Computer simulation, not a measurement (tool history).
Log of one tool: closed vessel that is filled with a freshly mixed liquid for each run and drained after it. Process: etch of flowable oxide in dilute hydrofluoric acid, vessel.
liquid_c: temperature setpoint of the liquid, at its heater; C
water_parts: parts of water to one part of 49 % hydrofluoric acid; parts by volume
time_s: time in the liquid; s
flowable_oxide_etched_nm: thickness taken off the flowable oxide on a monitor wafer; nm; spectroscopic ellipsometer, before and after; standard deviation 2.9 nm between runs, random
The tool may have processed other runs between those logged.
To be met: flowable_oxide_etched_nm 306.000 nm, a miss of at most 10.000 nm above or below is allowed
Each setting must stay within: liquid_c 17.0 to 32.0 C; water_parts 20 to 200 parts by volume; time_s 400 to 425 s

run,hour,liquid_c,water_parts,time_s,flowable_oxide_etched_nm
1,0.0,24.0,110,400,84.626
2,4.6,24.0,75,400,130.640
3,5.9,22.0,75,400,121.100
4,14.0,23.5,75,400,127.750
5,22.8,25.5,60,400,175.550
6,29.9,25.5,60,425,186.690
7,35.6,29.5,30,425,467.330
8,36.5,25.5,30,425,392.230
9,37.7,21.5,35,425,282.590
10,45.1,22.0,35,425,287.030
11,53.8,22.5,35,425,294.730

Below are 4 possible settings for the next run. Only one of them brings all results inside the allowed miss of their targets. Which is it?
A,62.5,25.5,40,410,?
B,62.5,21.5,30,400,?
C,62.5,22.0,30,415,?
D,62.5,21.5,35,425,?

move,flowable_oxide_etched_nm
A,278.110
B,310.130
C,328.670
D,280.660
A: further off than the last run
B: in spec on every target
C: carries the result that was furthest off beyond its target, to the other side
D: further off than the last run
The move that meets every target is B.

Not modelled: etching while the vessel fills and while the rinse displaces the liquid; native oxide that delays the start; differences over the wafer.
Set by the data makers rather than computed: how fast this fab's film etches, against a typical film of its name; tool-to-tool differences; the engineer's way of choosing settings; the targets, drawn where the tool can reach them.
